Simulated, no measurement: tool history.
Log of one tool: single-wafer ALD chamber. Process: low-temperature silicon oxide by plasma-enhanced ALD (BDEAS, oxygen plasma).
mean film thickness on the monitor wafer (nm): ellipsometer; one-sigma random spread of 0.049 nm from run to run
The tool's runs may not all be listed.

run,day,heater temperature setpoint (°C),number of ALD cycles (cycles),mean film thickness on the monitor wafer (nm)
1,0,115,65,8.5666
2,0.208,109,65,8.6569
3,0.425,102,65,8.7786
4,0.558,101,67,9.1018
5,0.704,101,73,9.9514
6,1.038,101,78,10.555
7,1.404,103,76,10.321

What will run 8 give?
8,1.45,104,74,?

Run 8 gave mean film thickness on the monitor wafer (nm) 10.054.

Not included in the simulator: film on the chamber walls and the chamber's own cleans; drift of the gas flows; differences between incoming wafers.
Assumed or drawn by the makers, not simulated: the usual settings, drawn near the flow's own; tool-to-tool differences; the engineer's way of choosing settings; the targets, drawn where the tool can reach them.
